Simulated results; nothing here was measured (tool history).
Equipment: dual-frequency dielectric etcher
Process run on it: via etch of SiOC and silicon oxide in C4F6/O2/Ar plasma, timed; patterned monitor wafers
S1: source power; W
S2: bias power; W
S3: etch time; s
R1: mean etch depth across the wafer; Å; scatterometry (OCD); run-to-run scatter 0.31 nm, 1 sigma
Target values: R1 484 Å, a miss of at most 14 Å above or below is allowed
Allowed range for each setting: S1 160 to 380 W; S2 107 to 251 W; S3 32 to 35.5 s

Run 1, hour 0: S1 270 W, S2 179 W, S3 35.5 s. Result: R1 399.96 Å.
Run 2, hour 2.9: S1 270 W, S2 167 W, S3 35.5 s. Result: R1 392.54 Å.
Run 3, hour 3.5: S1 300 W, S2 178 W, S3 35.5 s. Result: R1 417.61 Å.
Run 4, hour 6.6: S1 300 W, S2 151 W, S3 35.5 s. Result: R1 398.9 Å.
Run 5, hour 9.8: S1 300 W, S2 151 W, S3 35.5 s. Result: R1 395.93 Å.
Run 6, hour 14.4: S1 320 W, S2 164 W, S3 35.5 s. Result: R1 417.3 Å.
At hour 18.6: wet clean of the chamber.
Run 7, hour 18.6: S1 340 W, S2 175 W, S3 35.5 s. Result: R1 425.59 Å.
Run 8, hour 23.2: S1 350 W, S2 194 W, S3 35.5 s. Result: R1 442.81 Å.
Run 9, hour 25.7: S1 360 W, S2 206 W, S3 35.5 s. Result: R1 463.42 Å.
Run 10, hour 29.2: S1 370 W, S2 210 W, S3 35.5 s. Result: R1 467.48 Å.

4 candidate next runs follow, results not yet known. Just one meets every target within its allowed miss. Identify it.
Run A, hour 32.7: S1 380 W, S2 236 W, S3 34.5 s. Result: R1 ?.
Run B, hour 32.7: S1 340 W, S2 197 W, S3 35.5 s. Result: R1 ?.
Run C, hour 32.7: S1 380 W, S2 165 W, S3 35.5 s. Result: R1 ?.
Run D, hour 32.7: S1 300 W, S2 240 W, S3 34 s. Result: R1 ?.

move      R1
   A  478.97
   B   444.2
   C  436.78
   D  434.79
A: all results land within tolerance of their targets
B: its largest miss is bigger than the last run's
C: its largest miss is bigger than the last run's
D: its largest miss is bigger than the last run's
A meets every target.

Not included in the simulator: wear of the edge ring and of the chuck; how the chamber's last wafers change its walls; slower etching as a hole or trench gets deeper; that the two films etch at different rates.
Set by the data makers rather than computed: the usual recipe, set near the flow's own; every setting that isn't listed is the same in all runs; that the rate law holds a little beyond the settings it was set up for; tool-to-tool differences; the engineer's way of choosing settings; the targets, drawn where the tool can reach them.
